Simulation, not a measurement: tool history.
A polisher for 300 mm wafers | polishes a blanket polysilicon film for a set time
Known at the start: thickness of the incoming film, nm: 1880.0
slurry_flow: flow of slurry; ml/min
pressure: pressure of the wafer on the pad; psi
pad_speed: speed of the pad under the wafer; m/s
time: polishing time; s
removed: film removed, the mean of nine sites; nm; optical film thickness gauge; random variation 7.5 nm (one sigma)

run 1 hour=0 | slurry_flow=210 pressure=2.1 pad_speed=1.3 time=50 | removed=340.95
run 2 hour=5 | slurry_flow=165 pressure=2.1 pad_speed=1.3 time=50 | removed=326.96
run 3 hour=10.8 | slurry_flow=125 pressure=2.1 pad_speed=1.3 time=50 | removed=304.77
run 4 hour=13.8 | slurry_flow=150 pressure=2.4 pad_speed=1.32 time=50 | removed=372.06
run 5 hour=15.5 | slurry_flow=125 pressure=2.4 pad_speed=1.32 time=50 | removed=360.25
run 6 hour=23.3 | slurry_flow=125 pressure=2.4 pad_speed=1.32 time=53 | removed=378.1

Run 7 comes next. What will it give?
run 7 hour=25 | slurry_flow=150 pressure=2.6 pad_speed=1.32 time=53 | removed=?

removed: 427.5 nm

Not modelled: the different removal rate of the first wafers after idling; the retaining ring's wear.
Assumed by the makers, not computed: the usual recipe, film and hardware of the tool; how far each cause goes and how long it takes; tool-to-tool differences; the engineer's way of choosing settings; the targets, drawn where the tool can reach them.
